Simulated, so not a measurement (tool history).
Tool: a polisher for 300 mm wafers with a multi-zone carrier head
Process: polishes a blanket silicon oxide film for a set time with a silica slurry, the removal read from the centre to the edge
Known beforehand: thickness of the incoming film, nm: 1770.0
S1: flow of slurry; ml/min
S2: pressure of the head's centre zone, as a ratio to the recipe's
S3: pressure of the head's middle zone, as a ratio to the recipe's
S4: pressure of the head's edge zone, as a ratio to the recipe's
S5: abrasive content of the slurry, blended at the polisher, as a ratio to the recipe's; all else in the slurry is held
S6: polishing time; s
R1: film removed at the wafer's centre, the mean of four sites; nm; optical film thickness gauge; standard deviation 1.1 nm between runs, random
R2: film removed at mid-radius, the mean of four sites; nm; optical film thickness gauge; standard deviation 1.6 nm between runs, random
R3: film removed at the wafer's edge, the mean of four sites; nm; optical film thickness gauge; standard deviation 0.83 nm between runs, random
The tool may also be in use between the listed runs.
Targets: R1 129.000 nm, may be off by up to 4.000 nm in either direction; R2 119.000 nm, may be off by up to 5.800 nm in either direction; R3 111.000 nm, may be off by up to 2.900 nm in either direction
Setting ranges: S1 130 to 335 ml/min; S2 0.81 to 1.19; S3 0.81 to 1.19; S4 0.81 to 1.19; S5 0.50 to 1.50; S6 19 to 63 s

run,hour,S1,S2,S3,S4,S5,S6,R1,R2,R3
1,0.0,215,1.00,1.00,1.00,1.00,41,107.520,107.500,105.580
2,5.7,215,1.00,0.96,1.00,1.00,41,108.380,102.450,106.680
3,12.4,215,1.00,0.96,1.00,1.00,35,92.885,86.862,90.786
4,17.9,230,1.04,1.00,1.03,1.05,35,99.146,93.155,93.581
5,27.0,240,1.07,1.02,1.05,1.15,35,106.420,98.374,98.956
6,32.2,260,1.07,1.02,1.05,1.15,35,106.110,99.351,99.082
7,39.3,260,1.09,1.04,1.06,1.20,35,112.090,102.230,100.440
8,46.5,260,1.10,1.06,1.08,1.25,35,112.510,106.340,103.550
9,52.5,265,1.12,1.08,1.09,1.30,35,117.950,109.540,105.320
10,57.7,270,1.13,1.09,1.10,1.35,35,120.620,110.350,108.990
11,60.4,275,1.14,1.11,1.10,1.35,35,121.900,112.110,106.570
12,65.1,280,1.15,1.12,1.11,1.35,35,121.490,114.050,106.440
13,67.1,280,1.16,1.12,1.11,1.35,35,123.910,114.490,109.370
14,72.9,285,1.17,1.13,1.11,1.35,35,125.110,116.620,107.210

Consider the 4 candidate settings below. Which is the only one whose results all fall within their allowed miss of target?
A,78.7,275,1.19,1.17,1.14,1.30,36,?,?,?
B,78.7,265,1.08,0.99,1.19,1.50,36,?,?,?
C,78.7,330,1.07,1.12,1.19,1.50,35,?,?,?
D,78.7,230,1.03,0.95,1.13,1.50,38,?,?,?

move,R1,R2,R3
A,130.300,120.860,111.010
B,122.930,109.260,118.510
C,121.500,120.670,117.010
D,121.240,109.470,120.450
A: each result inside its tolerance
B: pushes the last run's worst result past its target
C: pushes the last run's worst result past its target
D: pushes the last run's worst result past its target
The move that meets every target is A.
